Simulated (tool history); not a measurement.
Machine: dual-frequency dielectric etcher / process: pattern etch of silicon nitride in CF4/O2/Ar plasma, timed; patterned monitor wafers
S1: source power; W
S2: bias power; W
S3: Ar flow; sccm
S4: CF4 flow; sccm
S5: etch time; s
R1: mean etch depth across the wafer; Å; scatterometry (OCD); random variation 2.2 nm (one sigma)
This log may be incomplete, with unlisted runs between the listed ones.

{"run": 1, "hour": 0.0, "S1": 650, "S2": 64, "S3": 137, "S4": 133, "S5": 164.5, "R1": 4416.3}
{"run": 2, "hour": 6.6, "S1": 670, "S2": 64, "S3": 137, "S4": 133, "S5": 164.5, "R1": 4428.4}
{"run": 3, "hour": 10.7, "S1": 590, "S2": 64, "S3": 137, "S4": 133, "S5": 164.5, "R1": 4147.8}
{"run": 4, "hour": 16.1, "S1": 620, "S2": 65, "S3": 137, "S4": 133, "S5": 164.5, "R1": 4241.0}
{"run": 5, "hour": 20.6, "S1": 620, "S2": 58, "S3": 137, "S4": 133, "S5": 164.5, "R1": 4107.5}
{"run": 6, "hour": 22.5, "S1": 620, "S2": 58, "S3": 148, "S4": 133, "S5": 164.5, "R1": 4061.1}

Forecast run 7:
{"run": 7, "hour": 24.9, "S1": 750, "S2": 61, "S3": 147, "S4": 134, "S5": 164.5, "R1": "?"}

{"run 7": {"R1": 4658.4}}
